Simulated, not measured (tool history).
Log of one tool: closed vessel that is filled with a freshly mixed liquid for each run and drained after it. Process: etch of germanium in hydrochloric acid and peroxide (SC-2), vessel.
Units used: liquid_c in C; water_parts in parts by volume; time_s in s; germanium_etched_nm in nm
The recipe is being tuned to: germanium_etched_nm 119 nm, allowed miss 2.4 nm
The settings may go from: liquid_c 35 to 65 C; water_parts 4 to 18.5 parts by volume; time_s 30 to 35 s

run    day  liquid_c  water_parts  time_s  germanium_etched_nm
  1      0        49         10.5      35               77.796
  2   0.35        49           12      35               76.144
  3  0.642        49           12      35               76.483
  4  0.912        49           12      30               65.657
  5  0.979        53           11      30               74.801
  6  1.325        56            9      30               83.424
  7  1.479        64          6.5      35               125.66
  8    1.6      63.5          6.5      35               124.05
  9   1.85        63          6.5      35               123.11

Which of these 5 next moves meets every target?
  A  2.1        65          4.5      35                    ?
  B  2.1      60.5          5.5      35                    ?
  C  2.1        65            6      30                    ?
  D  2.1      62.5            9      35                    ?
  E  2.1        65            8      35                    ?

move  germanium_etched_nm
   A               133.04
   B               115.64
   C               112.73
   D               118.65
   E               128.92
A: the biggest miss grows against the last run
B: moves the result that the last run missed by most past its target, out the other side
C: moves the result that the last run missed by most past its target, out the other side
D: meets every target
E: the biggest miss grows against the last run
Correct choice: D, which meets every target

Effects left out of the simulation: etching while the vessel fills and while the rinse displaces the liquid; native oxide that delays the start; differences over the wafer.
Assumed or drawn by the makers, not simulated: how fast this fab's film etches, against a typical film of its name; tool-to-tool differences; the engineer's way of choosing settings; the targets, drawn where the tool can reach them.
